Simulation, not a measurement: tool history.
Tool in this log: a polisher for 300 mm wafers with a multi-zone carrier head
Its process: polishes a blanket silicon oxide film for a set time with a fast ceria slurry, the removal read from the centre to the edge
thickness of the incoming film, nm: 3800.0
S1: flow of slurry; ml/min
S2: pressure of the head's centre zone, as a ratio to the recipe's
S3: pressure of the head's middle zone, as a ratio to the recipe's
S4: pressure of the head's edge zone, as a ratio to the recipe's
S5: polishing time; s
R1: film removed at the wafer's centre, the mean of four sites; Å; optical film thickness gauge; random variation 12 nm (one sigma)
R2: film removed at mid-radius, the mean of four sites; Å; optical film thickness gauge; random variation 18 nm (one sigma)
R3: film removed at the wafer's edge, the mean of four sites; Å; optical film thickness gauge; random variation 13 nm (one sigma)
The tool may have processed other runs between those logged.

run	hour	S1	S2	S3	S4	S5	R1	R2	R3
1	0	200	1	1	1	63	10835	10836	10309
2	1.6	200	1.07	1	1	63	11841	10591	10317
3	8.3	205	1.07	0.98	1.04	67	12313	10783	11076
4	9.7	205	1.07	0.98	1.1	67	12416	11122	11345
5	14.3	205	1.07	0.91	1.1	67	12435	10398	11329
6	21.7	230	1.07	0.91	1.1	67	12664	10459	11447

For run 7, what comes out?
7	23	230	1.06	0.9	1.12	71	?	?	?

R1: 13300 Å
R2: 11073 Å
R3: 12335 Å
